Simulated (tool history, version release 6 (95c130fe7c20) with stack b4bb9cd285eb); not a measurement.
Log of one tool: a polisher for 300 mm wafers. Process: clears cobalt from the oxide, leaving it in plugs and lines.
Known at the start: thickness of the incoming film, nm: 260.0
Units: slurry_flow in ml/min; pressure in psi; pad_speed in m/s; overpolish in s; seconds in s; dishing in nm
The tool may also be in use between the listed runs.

run 1 hour=0 | slurry_flow=185 pressure=1.3 pad_speed=0.86 overpolish=13 | seconds=88.212 dishing=25.473
run 2 hour=0.7 | slurry_flow=185 pressure=1.3 pad_speed=1.06 overpolish=13 | seconds=72.636 dishing=29.23
run 3 hour=6.6 | slurry_flow=165 pressure=1.3 pad_speed=1.06 overpolish=13 | seconds=75.234 dishing=28.63
run 4 hour=12.3 | slurry_flow=170 pressure=1.3 pad_speed=1.06 overpolish=14 | seconds=75.25 dishing=29.922
run 5 hour=13.4 | slurry_flow=170 pressure=1.3 pad_speed=0.94 overpolish=14 | seconds=83.936 dishing=27.894
run 6 hour=18.5 | slurry_flow=170 pressure=1 pad_speed=0.94 overpolish=14 | seconds=104.25 dishing=23.81
run 7 hour=22.4 | slurry_flow=175 pressure=1.1 pad_speed=0.94 overpolish=14 | seconds=93.265 dishing=26.039
run 8 hour=28.6 | slurry_flow=180 pressure=1.2 pad_speed=0.94 overpolish=14 | seconds=89.134 dishing=27.702
run 9 hour=34.3 | slurry_flow=190 pressure=1.3 pad_speed=0.94 overpolish=14 | seconds=79.935 dishing=28.787
run 10 hour=41.8 | slurry_flow=195 pressure=1.4 pad_speed=0.94 overpolish=15 | seconds=77.086 dishing=30.56

The next listed run, before its measurement:
run 11 hour=48 | slurry_flow=195 pressure=1.5 pad_speed=0.94 overpolish=16 | seconds=? dishing=?

Run 11 gave seconds 73.914 s, dishing 32.39 nm.

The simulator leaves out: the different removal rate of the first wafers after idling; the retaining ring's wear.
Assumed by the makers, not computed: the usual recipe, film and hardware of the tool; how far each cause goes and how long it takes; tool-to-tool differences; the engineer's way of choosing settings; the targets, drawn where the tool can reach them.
